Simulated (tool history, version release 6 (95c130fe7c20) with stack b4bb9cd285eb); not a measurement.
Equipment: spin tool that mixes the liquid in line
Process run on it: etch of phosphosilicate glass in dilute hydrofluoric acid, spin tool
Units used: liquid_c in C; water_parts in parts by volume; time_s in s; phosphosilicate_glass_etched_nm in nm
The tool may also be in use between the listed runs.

run	hour	liquid_c	water_parts	time_s	phosphosilicate_glass_etched_nm
1	0	24	265	200	60.252
2	1.6	25	240	200	70.604
3	8.9	26	220	200	81.913
4	11.1	26.5	205	200	90.716
5	13.5	28.5	205	200	98.059
6	15.4	29	190	200	109.34
7	19.7	29.5	180	200	119.13
8	22.4	30	170	200	130.25
9	30.2	30	165	200	134.95
10	37.8	32	100	200	259.18

What will run 11 give?
11	40.7	31	100	200	?

Run 11 produced phosphosilicate_glass_etched_nm 251.56 nm.
